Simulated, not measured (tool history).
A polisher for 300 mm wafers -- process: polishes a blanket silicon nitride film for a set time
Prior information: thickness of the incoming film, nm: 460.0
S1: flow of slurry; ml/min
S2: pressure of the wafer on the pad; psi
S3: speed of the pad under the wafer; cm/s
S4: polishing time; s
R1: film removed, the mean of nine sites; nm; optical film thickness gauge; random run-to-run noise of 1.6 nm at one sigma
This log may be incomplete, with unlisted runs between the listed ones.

{"run": 1, "hour": 0.0, "S1": 215, "S2": 3.4, "S3": 132, "S4": 28, "R1": 65.402}
{"run": 2, "hour": 1.1, "S1": 165, "S2": 3.4, "S3": 132, "S4": 28, "R1": 61.574}
{"run": 3, "hour": 4.1, "S1": 165, "S2": 3.4, "S3": 100, "S4": 28, "R1": 50.768}
{"run": 4, "hour": 7.0, "S1": 175, "S2": 3.8, "S3": 106, "S4": 28, "R1": 58.994}
{"run": 5, "hour": 13.9, "S1": 175, "S2": 3.8, "S3": 106, "S4": 24, "R1": 51.564}
{"run": 6, "hour": 18.4, "S1": 180, "S2": 4.1, "S3": 118, "S4": 24, "R1": 58.442}
{"run": 7, "hour": 20.7, "S1": 185, "S2": 4.3, "S3": 130, "S4": 24, "R1": 67.247}
{"run": 8, "hour": 22.4, "S1": 190, "S2": 4.5, "S3": 138, "S4": 24, "R1": 73.83}
{"run": 9, "hour": 26.4, "S1": 195, "S2": 4.7, "S3": 144, "S4": 24, "R1": 78.245}
{"run": 10, "hour": 31.7, "S1": 200, "S2": 4.8, "S3": 152, "S4": 24, "R1": 87.657}
{"run": 11, "hour": 32.7, "S1": 205, "S2": 4.9, "S3": 156, "S4": 24, "R1": 87.602}
{"run": 12, "hour": 34.6, "S1": 205, "S2": 5.0, "S3": 162, "S4": 24, "R1": 94.549}
{"run": 13, "hour": 39.4, "S1": 205, "S2": 5.1, "S3": 166, "S4": 24, "R1": 94.801}
{"run": 14, "hour": 44.2, "S1": 210, "S2": 5.1, "S3": 170, "S4": 24, "R1": 101.47}
{"run": 15, "hour": 51.7, "S1": 215, "S2": 5.1, "S3": 172, "S4": 24, "R1": 97.899}
{"run": 16, "hour": 56.3, "S1": 215, "S2": 5.1, "S3": 176, "S4": 24, "R1": 100.06}
{"run": 17, "hour": 58.9, "S1": 215, "S2": 5.1, "S3": 178, "S4": 24, "R1": 100.63}

Run 18 comes next. What will it give?
{"run": 18, "hour": 62.2, "S1": 215, "S2": 5.1, "S3": 180, "S4": 24, "R1": "?"}

R1: 102.160 nm
